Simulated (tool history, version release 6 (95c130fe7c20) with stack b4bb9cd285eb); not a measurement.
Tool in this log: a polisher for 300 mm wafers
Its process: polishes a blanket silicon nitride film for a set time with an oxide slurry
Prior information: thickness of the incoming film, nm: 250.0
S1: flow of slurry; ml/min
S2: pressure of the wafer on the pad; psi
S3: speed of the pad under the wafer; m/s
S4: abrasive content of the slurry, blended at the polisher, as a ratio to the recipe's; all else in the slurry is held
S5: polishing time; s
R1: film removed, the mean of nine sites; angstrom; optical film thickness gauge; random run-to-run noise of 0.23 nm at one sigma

| run | hour | S1 | S2 | S3 | S4 | S5 | R1 |
|---|---|---|---|---|---|---|---|
| 1 | 0 | 175 | 3.9 | 0.9 | 1 | 65 | 361.91 |
| 2 | 6.4 | 170 | 3.8 | 0.9 | 1 | 65 | 350.96 |
| 3 | 8.4 | 170 | 3.8 | 0.9 | 1 | 65 | 350.21 |
| 4 | 15.1 | 170 | 4.3 | 0.9 | 1 | 65 | 397.17 |
| 5 | 16.6 | 170 | 4.3 | 0.9 | 1 | 59 | 360.83 |
| 6 | 21 | 170 | 4.3 | 0.9 | 1 | 59 | 360.43 |
| 7 | 29.5 | 165 | 4.2 | 0.9 | 1 | 59 | 349.03 |
| 8 | 34 | 160 | 4.2 | 0.9 | 1 | 59 | 345.39 |

What will run 9 give?
| 9 | 36.9 | 155 | 4.2 | 0.9 | 1 | 59 | ? |

{"run 9": {"R1": 348.32}}
